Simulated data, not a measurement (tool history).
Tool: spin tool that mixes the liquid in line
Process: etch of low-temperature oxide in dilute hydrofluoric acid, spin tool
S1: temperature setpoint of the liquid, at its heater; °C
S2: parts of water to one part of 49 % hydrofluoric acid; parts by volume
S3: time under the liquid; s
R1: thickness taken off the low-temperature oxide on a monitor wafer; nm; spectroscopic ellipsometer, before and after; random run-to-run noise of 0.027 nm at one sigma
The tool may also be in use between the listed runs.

{"run": 1, "day": 0.0, "S1": 25, "S2": 135, "S3": 65, "R1": 5.6769}
{"run": 2, "day": 0.079, "S1": 25, "S2": 175, "S3": 65, "R1": 4.175}
{"run": 3, "day": 0.158, "S1": 26.5, "S2": 165, "S3": 65, "R1": 4.7539}
{"run": 4, "day": 0.483, "S1": 27.5, "S2": 155, "S3": 65, "R1": 5.2946}
{"run": 5, "day": 0.725, "S1": 27.5, "S2": 155, "S3": 50, "R1": 4.0806}
{"run": 6, "day": 1.012, "S1": 27.5, "S2": 115, "S3": 50, "R1": 5.7922}
{"run": 7, "day": 1.133, "S1": 28, "S2": 105, "S3": 50, "R1": 6.4954}
{"run": 8, "day": 1.225, "S1": 28.5, "S2": 100, "S3": 50, "R1": 7.0181}
{"run": 9, "day": 1.383, "S1": 29, "S2": 95, "S3": 50, "R1": 7.5746}

Run 10, settings as shown, results not yet in. Your forecast:
{"run": 10, "day": 1.646, "S1": 29.5, "S2": 95, "S3": 50, "R1": "?"}

{"run 10": {"R1": 7.7548}}
